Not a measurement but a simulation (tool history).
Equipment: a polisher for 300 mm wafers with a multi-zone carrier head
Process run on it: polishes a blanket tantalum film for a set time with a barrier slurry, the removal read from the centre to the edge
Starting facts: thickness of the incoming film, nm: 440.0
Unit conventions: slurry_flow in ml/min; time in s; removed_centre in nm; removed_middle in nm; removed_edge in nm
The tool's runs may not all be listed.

Run 1, hour 0: slurry_flow 260 ml/min, centre_zone 1, middle_zone 1, edge_zone 1, slurry_solids 1, time 56 s. Result: removed_centre 57.014 nm, removed_middle 56.964 nm, removed_edge 57.292 nm.
Run 2, hour 2.3: slurry_flow 275 ml/min, centre_zone 1.02, middle_zone 1, edge_zone 1.04, slurry_solids 1.05, time 56 s. Result: removed_centre 60.187 nm, removed_middle 58.16 nm, removed_edge 58.931 nm.
Run 3, hour 3.1: slurry_flow 285 ml/min, centre_zone 1.03, middle_zone 0.99, edge_zone 1.08, slurry_solids 1.1, time 56 s. Result: removed_centre 61.454 nm, removed_middle 58.775 nm, removed_edge 63.376 nm.
Run 4, hour 3.9: slurry_flow 300 ml/min, centre_zone 1.04, middle_zone 0.99, edge_zone 1.08, slurry_solids 1.1, time 56 s. Result: removed_centre 62.664 nm, removed_middle 58.848 nm, removed_edge 61.249 nm.
Run 5, hour 12.3: slurry_flow 300 ml/min, centre_zone 0.98, middle_zone 0.99, edge_zone 1.08, slurry_solids 1.1, time 56 s. Result: removed_centre 59.316 nm, removed_middle 59.354 nm, removed_edge 63.93 nm.
Run 6, hour 18.4: slurry_flow 300 ml/min, centre_zone 0.98, middle_zone 0.99, edge_zone 1.08, slurry_solids 1.1, time 42 s. Result: removed_centre 44.913 nm, removed_middle 44.379 nm, removed_edge 46.797 nm.
Run 7, hour 27.1: slurry_flow 290 ml/min, centre_zone 1.01, middle_zone 1, edge_zone 1.1, slurry_solids 1.2, time 45 s. Result: removed_centre 50.229 nm, removed_middle 48.479 nm, removed_edge 51.707 nm.
Run 8, hour 31.5: slurry_flow 285 ml/min, centre_zone 1.03, middle_zone 1.01, edge_zone 1.12, slurry_solids 1.3, time 47 s. Result: removed_centre 54.872 nm, removed_middle 52.677 nm, removed_edge 55.898 nm.
Run 9, hour 38.6: slurry_flow 285 ml/min, centre_zone 1.05, middle_zone 1.01, edge_zone 1.14, slurry_solids 1.35, time 48 s. Result: removed_centre 57.107 nm, removed_middle 54.31 nm, removed_edge 57.832 nm.
Run 10, hour 44.9: slurry_flow 285 ml/min, centre_zone 1.05, middle_zone 1.01, edge_zone 1.14, slurry_solids 1.35, time 48 s. Result: removed_centre 57.136 nm, removed_middle 54.434 nm, removed_edge 57.256 nm.
Run 11, hour 47.8: slurry_flow 295 ml/min, centre_zone 1.06, middle_zone 1, edge_zone 1.15, slurry_solids 1.4, time 49 s. Result: removed_centre 59.844 nm, removed_middle 55.809 nm, removed_edge 61.423 nm.

Run 12 comes next. What will it give?
Run 12, hour 51.2: slurry_flow 310 ml/min, centre_zone 1.08, middle_zone 1.01, edge_zone 1.16, slurry_solids 1.45, time 49 s. Result: removed_centre ?, removed_middle ?, removed_edge ?.

{"run 12": {"removed_centre": 61.448, "removed_middle": 56.193, "removed_edge": 62.465}}
